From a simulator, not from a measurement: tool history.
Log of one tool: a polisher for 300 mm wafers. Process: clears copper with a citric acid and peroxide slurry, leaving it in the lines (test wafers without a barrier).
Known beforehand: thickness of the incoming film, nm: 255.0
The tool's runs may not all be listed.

run,hour,flow of slurry (ml/min),pressure of the wafer on the pad (kPa),speed of the pad under the wafer (m/s),abrasive content of the slurry,overpolish time after the end point (s),time until the end point was called (s),dishing of a wide line in a test structure (angstrom)
1,0,240,22.8,0.98,1,8,83.677,171.96
2,6.4,240,22.8,1.12,1,8,76.515,188.42
3,7.9,240,22.8,1.3,1,8,66.107,211.32
4,14.1,240,28.3,1.3,1,8,52.117,263.1
5,16.6,220,25.5,1.32,0.9,7,59.476,204.17
6,23.7,220,25.5,1.32,0.8,7,60.877,199.34
7,32.7,205,22.8,1.36,0.75,6,68.065,154.6
8,36.5,190,20.7,1.4,0.7,5,75.334,120.17
9,37.8,180,20,1.42,0.65,4,77.219,93.023
10,40.6,170,19.3,1.44,0.6,4,79.414,88.797
11,45.6,165,18.6,1.46,0.6,4,83.702,86.779
12,48.2,160,18.6,1.48,0.6,4,81.126,87.918
13,49,155,18.6,1.48,0.6,4,83.601,87.706
14,52.3,225,11.7,1.52,0.7,2,119.95,30.069
15,59.7,250,13.8,1.52,0.8,2,97.546,37.614
16,65.6,260,14.5,1.52,0.85,2,89.229,40.621
17,71.2,265,15.2,1.52,0.9,2,86.628,41.9

What does the tool deliver on the next run?
18,74,270,21.4,1.52,0.9,2,?,?

For run 18 the tool returned time until the end point was called (s) 61.114, dishing of a wide line in a test structure (angstrom) 58.851.
